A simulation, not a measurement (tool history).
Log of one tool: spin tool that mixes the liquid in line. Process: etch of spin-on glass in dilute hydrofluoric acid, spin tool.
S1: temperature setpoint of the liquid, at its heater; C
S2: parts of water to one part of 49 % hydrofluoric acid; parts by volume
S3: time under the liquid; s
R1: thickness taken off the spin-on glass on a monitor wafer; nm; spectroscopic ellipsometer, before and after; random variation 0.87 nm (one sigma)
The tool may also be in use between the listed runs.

run	hour	S1	S2	S3	R1
1	0.0	21.0	75	100	66.387
2	4.5	22.0	65	100	81.201
3	8.3	20.5	65	100	76.189
4	11.9	20.5	65	100	76.112
5	18.2	20.5	65	100	76.198
6	25.0	21.5	60	100	86.797
7	30.5	22.5	55	100	98.914
8	38.6	23.5	50	100	114.220
9	40.7	24.5	45	100	133.680

Forecast run 10:
10	44.4	24.5	45	100	?

{"run 10": {"R1": 132.94}}

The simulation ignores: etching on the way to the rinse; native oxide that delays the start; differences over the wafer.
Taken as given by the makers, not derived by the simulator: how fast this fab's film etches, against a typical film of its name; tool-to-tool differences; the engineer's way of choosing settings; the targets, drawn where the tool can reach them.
